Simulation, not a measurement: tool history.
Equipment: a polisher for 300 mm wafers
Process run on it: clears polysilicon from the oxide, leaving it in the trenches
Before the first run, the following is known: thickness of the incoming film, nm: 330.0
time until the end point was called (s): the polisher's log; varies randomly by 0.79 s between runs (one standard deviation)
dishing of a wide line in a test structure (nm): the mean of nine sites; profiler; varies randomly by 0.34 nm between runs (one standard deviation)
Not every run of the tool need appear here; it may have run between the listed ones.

run	hour	flow of slurry (ml/min)	pressure of the wafer on the pad (kPa)	speed of the pad under the wafer (cm/s)	overpolish time after the end point (s)	time until the end point was called (s)	dishing of a wide line in a test structure (nm)
1	0	225	15.2	98	9	24.427	34.648
2	7	225	13.1	96	9	28.571	33.059
3	12.7	225	13.1	108	9	24.934	33.413
4	16.2	225	11.7	102	10	30.486	33.128
5	20.4	225	11.7	122	10	25.766	34.495
6	22.1	225	11.7	122	13	25.471	35.021

Expected results for the next run?
7	23.1	225	10.3	116	14	?	?

Run 7 gave time until the end point was called (s) 30.106, dishing of a wide line in a test structure (nm) 35.078.

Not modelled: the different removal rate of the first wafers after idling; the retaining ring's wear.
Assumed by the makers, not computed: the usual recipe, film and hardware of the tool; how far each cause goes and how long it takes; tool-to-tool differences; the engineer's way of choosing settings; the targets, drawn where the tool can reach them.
